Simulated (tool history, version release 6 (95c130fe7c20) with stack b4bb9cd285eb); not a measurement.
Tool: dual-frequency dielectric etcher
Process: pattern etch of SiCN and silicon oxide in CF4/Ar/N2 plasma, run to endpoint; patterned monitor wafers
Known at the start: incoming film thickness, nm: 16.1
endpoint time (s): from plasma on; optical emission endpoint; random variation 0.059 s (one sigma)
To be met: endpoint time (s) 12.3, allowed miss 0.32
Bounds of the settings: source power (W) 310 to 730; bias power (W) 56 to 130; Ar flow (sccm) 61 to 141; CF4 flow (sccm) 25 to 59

Run 1, day 0: source power (W) 520, bias power (W) 93, Ar flow (sccm) 101, CF4 flow (sccm) 42. Result: endpoint time (s) 14.981.
Run 2, day 0.338: source power (W) 450, bias power (W) 93, Ar flow (sccm) 101, CF4 flow (sccm) 42. Result: endpoint time (s) 16.408.
Run 3, day 0.667: source power (W) 500, bias power (W) 94, Ar flow (sccm) 101, CF4 flow (sccm) 42. Result: endpoint time (s) 15.158.
Run 4, day 0.917: source power (W) 500, bias power (W) 94, Ar flow (sccm) 101, CF4 flow (sccm) 47. Result: endpoint time (s) 15.064.
Run 5, day 1.062: source power (W) 500, bias power (W) 94, Ar flow (sccm) 112, CF4 flow (sccm) 47. Result: endpoint time (s) 15.258.
Run 6, day 1.117: source power (W) 500, bias power (W) 94, Ar flow (sccm) 112, CF4 flow (sccm) 53. Result: endpoint time (s) 14.972.
Run 7, day 1.4: source power (W) 530, bias power (W) 95, Ar flow (sccm) 112, CF4 flow (sccm) 53. Result: endpoint time (s) 14.348.
Run 8, day 1.554: source power (W) 550, bias power (W) 96, Ar flow (sccm) 112, CF4 flow (sccm) 53. Result: endpoint time (s) 14.045.
Run 9, day 1.617: source power (W) 570, bias power (W) 97, Ar flow (sccm) 112, CF4 flow (sccm) 53. Result: endpoint time (s) 13.714.
Run 10, day 1.8: source power (W) 590, bias power (W) 98, Ar flow (sccm) 112, CF4 flow (sccm) 53. Result: endpoint time (s) 13.358.

Which of these 4 next moves meets every target?
Run A, day 1.983: source power (W) 640, bias power (W) 102, Ar flow (sccm) 117, CF4 flow (sccm) 44. Result: endpoint time (s) ?.
Run B, day 1.983: source power (W) 680, bias power (W) 105, Ar flow (sccm) 109, CF4 flow (sccm) 54. Result: endpoint time (s) ?.
Run C, day 1.983: source power (W) 610, bias power (W) 98, Ar flow (sccm) 135, CF4 flow (sccm) 55. Result: endpoint time (s) ?.
Run D, day 1.983: source power (W) 610, bias power (W) 106, Ar flow (sccm) 102, CF4 flow (sccm) 59. Result: endpoint time (s) ?.

move  endpoint time (s)
   A             12.928
   B             11.725
   C             13.351
   D             12.294
A: nearer than the last run, and not there yet
B: takes the result that was furthest off past its target
C: as far off as the last run
D: meets every target
The right move is D.

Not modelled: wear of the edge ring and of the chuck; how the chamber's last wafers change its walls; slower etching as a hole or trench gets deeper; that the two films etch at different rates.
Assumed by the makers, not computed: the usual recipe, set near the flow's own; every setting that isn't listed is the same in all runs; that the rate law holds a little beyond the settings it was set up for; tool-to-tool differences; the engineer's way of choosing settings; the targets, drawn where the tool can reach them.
